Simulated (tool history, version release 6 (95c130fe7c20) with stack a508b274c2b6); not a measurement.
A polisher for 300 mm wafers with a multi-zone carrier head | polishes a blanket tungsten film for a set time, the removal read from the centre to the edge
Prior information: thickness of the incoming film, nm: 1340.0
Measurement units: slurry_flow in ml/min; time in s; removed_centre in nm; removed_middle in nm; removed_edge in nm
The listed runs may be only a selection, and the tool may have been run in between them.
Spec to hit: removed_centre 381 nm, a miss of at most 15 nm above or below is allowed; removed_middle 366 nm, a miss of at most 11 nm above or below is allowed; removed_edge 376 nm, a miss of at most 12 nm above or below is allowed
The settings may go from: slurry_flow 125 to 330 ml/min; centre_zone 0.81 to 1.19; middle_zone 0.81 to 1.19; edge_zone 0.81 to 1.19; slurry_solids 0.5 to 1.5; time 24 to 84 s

| run | day | slurry_flow | centre_zone | middle_zone | edge_zone | slurry_solids | time | removed_centre | removed_middle | removed_edge |
|---|---|---|---|---|---|---|---|---|---|---|
| 1 | 0 | 210 | 1 | 1 | 1 | 1 | 54 | 222.76 | 223.99 | 224.7 |
| 2 | 0.096 | 210 | 1 | 1.08 | 1 | 1 | 54 | 222.87 | 238.32 | 227.19 |
| 3 | 0.388 | 220 | 1.02 | 1.08 | 1.04 | 1.1 | 57 | 242.54 | 260.57 | 250.32 |
| 4 | 0.608 | 220 | 1.02 | 1.08 | 1.11 | 1.1 | 57 | 244.48 | 256.86 | 252.94 |
| 5 | 0.796 | 255 | 1.02 | 1.08 | 1.11 | 1.1 | 57 | 246.97 | 258.79 | 257.32 |
| 6 | 0.912 | 255 | 1.02 | 1.08 | 1.06 | 1.1 | 57 | 249.51 | 261.66 | 253.94 |
| 7 | 1.088 | 260 | 1.04 | 1.07 | 1.08 | 1.2 | 60 | 273.49 | 279.43 | 276.55 |
| 8 | 1.35 | 260 | 1.04 | 1.07 | 1.08 | 1.2 | 60 | 274.82 | 279.5 | 274.94 |
| 9 | 1.596 | 265 | 1.05 | 1.07 | 1.1 | 1.25 | 63 | 296.17 | 298.26 | 291.8 |
| 10 | 1.896 | 270 | 1.05 | 1.06 | 1.12 | 1.3 | 65 | 304.92 | 305.43 | 311.99 |

Below are 4 possible settings for the next run. Only one of them brings all results inside the allowed miss of their targets. Which is it?
| A | 2.196 | 260 | 0.88 | 1.1 | 1.12 | 1.35 | 55 | ? | ? | ? |
| B | 2.196 | 270 | 1.09 | 1.01 | 1.18 | 1.4 | 72 | ? | ? | ? |
| C | 2.196 | 305 | 1.08 | 1.05 | 1.14 | 1.3 | 77 | ? | ? | ? |
| D | 2.196 | 265 | 1.08 | 1.15 | 1.18 | 1.5 | 75 | ? | ? | ? |

| move | removed_centre | removed_middle | removed_edge |
|---|---|---|---|
| A | 217.61 | 268.65 | 261.97 |
| B | 357.5 | 330.47 | 356.54 |
| C | 377.61 | 363.6 | 371.58 |
| D | 374.18 | 389.75 | 375.82 |
A: lands further from the targets than the last run did
B: closer than the last run, but not yet in spec
C: all results land within tolerance of their targets
D: carries the result that was furthest off beyond its target, to the other side
Answer: C
